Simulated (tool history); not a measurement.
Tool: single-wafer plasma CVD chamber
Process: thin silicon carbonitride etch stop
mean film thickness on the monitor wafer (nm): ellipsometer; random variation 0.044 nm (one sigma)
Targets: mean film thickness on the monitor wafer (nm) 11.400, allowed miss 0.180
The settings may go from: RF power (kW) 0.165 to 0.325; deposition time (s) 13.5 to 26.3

run  hour  RF power (kW)  deposition time (s)  mean film thickness on the monitor wafer (nm)
  1   0.0          0.245                 19.9                                         12.431
  2   2.4          0.230                 19.8                                         12.105
  3   6.1          0.230                 21.9                                         13.361
  4  14.8          0.230                 23.0                                         14.096
  5  20.1          0.255                 23.0                                         14.506
  6  29.0          0.235                 22.1                                         13.564
  7  34.0          0.220                 21.5                                         12.879
  8  42.5          0.210                 21.2                                         12.601
  9  46.9          0.200                 20.9                                         12.058
 10  49.7          0.195                 20.9                                         12.004
 11  58.4          0.190                 20.8                                         11.844
 12  62.0          0.185                 20.8                                         11.821

Which of these 5 next moves meets every target?
  A  65.6          0.180                 19.8                                              ?
  B  65.6          0.190                 19.9                                              ?
  C  65.6          0.170                 21.6                                              ?
  D  65.6          0.185                 19.2                                              ?
  E  65.6          0.180                 22.6                                              ?

move  mean film thickness on the monitor wafer (nm)
   A                                         11.114
   B                                         11.397
   C                                         11.866
   D                                         10.888
   E                                         12.686
A: takes the result that was furthest off past its target
B: meets every target
C: further off than the last run
D: takes the result that was furthest off past its target
E: further off than the last run
Answer: B
